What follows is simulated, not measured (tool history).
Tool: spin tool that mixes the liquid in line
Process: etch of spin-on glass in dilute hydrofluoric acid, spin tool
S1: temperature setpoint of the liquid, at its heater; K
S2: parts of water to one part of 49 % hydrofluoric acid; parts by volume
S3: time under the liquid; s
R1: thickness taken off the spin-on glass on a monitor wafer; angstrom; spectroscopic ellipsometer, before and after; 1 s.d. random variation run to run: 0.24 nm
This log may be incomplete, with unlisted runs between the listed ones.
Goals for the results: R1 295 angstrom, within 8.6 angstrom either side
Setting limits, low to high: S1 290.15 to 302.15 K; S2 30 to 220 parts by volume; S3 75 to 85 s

{"run": 1, "hour": 0.0, "S1": 294.15, "S2": 125, "S3": 75, "R1": 221.59}
{"run": 2, "hour": 3.7, "S1": 294.15, "S2": 105, "S3": 75, "R1": 270.39}
{"run": 3, "hour": 12.4, "S1": 294.15, "S2": 65, "S3": 75, "R1": 458.79}
{"run": 4, "hour": 20.6, "S1": 294.15, "S2": 50, "S3": 75, "R1": 595.34}
{"run": 5, "hour": 28.9, "S1": 294.15, "S2": 50, "S3": 85, "R1": 687.96}
{"run": 6, "hour": 37.5, "S1": 293.15, "S2": 60, "S3": 85, "R1": 545.55}
{"run": 7, "hour": 42.6, "S1": 292.65, "S2": 65, "S3": 85, "R1": 485.67}
{"run": 8, "hour": 47.4, "S1": 292.65, "S2": 65, "S3": 85, "R1": 482.2}
{"run": 9, "hour": 54.1, "S1": 292.15, "S2": 70, "S3": 85, "R1": 437.53}
{"run": 10, "hour": 62.4, "S1": 291.65, "S2": 75, "S3": 85, "R1": 403.48}
{"run": 11, "hour": 68.0, "S1": 291.15, "S2": 80, "S3": 85, "R1": 362.61}
{"run": 12, "hour": 76.4, "S1": 290.65, "S2": 85, "S3": 85, "R1": 330.39}
{"run": 13, "hour": 82.8, "S1": 290.65, "S2": 85, "S3": 85, "R1": 334.19}

Below are 4 possible settings for the next run. Only one of them brings all results inside the allowed miss of their targets. Which is it?
{"run": "A", "hour": 89.2, "S1": 290.65, "S2": 90, "S3": 80, "R1": "?"}
{"run": "B", "hour": 89.2, "S1": 290.15, "S2": 70, "S3": 85, "R1": "?"}
{"run": "C", "hour": 89.2, "S1": 296.15, "S2": 90, "S3": 85, "R1": "?"}
{"run": "D", "hour": 89.2, "S1": 291.65, "S2": 75, "S3": 80, "R1": "?"}

move=A R1=292.35
move=B R1=399.48
move=C R1=389.74
move=D R1=372.02
A: meets every target
B: misses by more than the last run did
C: misses by more than the last run did
D: misses by more than the last run did
The move that meets every target is A.
